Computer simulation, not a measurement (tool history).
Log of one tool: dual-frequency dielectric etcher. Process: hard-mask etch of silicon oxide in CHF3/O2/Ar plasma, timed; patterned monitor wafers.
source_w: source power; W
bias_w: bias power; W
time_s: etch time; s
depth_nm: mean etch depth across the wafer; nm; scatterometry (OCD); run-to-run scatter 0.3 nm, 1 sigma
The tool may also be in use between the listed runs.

run	hour	source_w	bias_w	time_s	depth_nm
1	0	760	174	25	53.374
2	8.2	760	174	26.5	56.064
3	12.7	760	174	25	52.916
4	18.1	760	185	25	53.886
5	26.3	670	171	25	50.083
6	29.9	610	164	25	47.876

Estimate the outcome of run 7 from the log above:
7	31.5	570	159	25	?

Run 7 gave depth_nm 46.121 nm.
